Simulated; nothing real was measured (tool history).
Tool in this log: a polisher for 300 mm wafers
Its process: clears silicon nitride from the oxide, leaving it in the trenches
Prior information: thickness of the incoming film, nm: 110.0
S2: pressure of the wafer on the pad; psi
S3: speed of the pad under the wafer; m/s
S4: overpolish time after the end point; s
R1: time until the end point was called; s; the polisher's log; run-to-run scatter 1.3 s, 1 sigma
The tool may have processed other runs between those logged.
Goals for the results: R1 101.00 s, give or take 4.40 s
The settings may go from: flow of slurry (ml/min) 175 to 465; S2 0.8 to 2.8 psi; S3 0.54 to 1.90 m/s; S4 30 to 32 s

run 1 hour=0.0 | flow_of_slurry_(ml/min)=295 S2=1.8 S3=1.22 S4=30 | R1=162.31
run 2 hour=3.4 | flow_of_slurry_(ml/min)=295 S2=2.0 S3=1.24 S4=30 | R1=145.99
run 3 hour=4.9 | flow_of_slurry_(ml/min)=365 S2=2.0 S3=1.24 S4=30 | R1=145.53
run 4 hour=12.3 | flow_of_slurry_(ml/min)=365 S2=2.2 S3=1.26 S4=30 | R1=130.83
run 5 hour=14.2 | flow_of_slurry_(ml/min)=365 S2=2.5 S3=1.26 S4=30 | R1=118.02
run 6 hour=21.9 | flow_of_slurry_(ml/min)=365 S2=2.3 S3=1.26 S4=30 | R1=124.67
run 7 hour=29.0 | flow_of_slurry_(ml/min)=365 S2=2.4 S3=1.26 S4=30 | R1=122.92
run 8 hour=30.0 | flow_of_slurry_(ml/min)=365 S2=2.5 S3=1.28 S4=30 | R1=116.55
run 9 hour=34.4 | flow_of_slurry_(ml/min)=365 S2=2.6 S3=1.30 S4=30 | R1=111.13
run 10 hour=37.7 | flow_of_slurry_(ml/min)=365 S2=2.6 S3=1.30 S4=30 | R1=110.33

Which of these 5 next moves meets every target?
run A hour=41.0 | flow_of_slurry_(ml/min)=330 S2=2.7 S3=1.08 S4=30 | R1=?
run B hour=41.0 | flow_of_slurry_(ml/min)=395 S2=2.5 S3=1.28 S4=30 | R1=?
run C hour=41.0 | flow_of_slurry_(ml/min)=425 S2=2.6 S3=1.28 S4=30 | R1=?
run D hour=41.0 | flow_of_slurry_(ml/min)=435 S2=2.5 S3=1.46 S4=31 | R1=?
run E hour=41.0 | flow_of_slurry_(ml/min)=380 S2=2.7 S3=1.06 S4=30 | R1=?

move=A R1=128.74
move=B R1=117.64
move=C R1=113.42
move=D R1=104.50
move=E R1=129.58
A: misses by more than the last run did
B: misses by more than the last run did
C: misses by more than the last run did
D: each result inside its tolerance
E: misses by more than the last run did
D is the move that brings every result within its allowed miss.
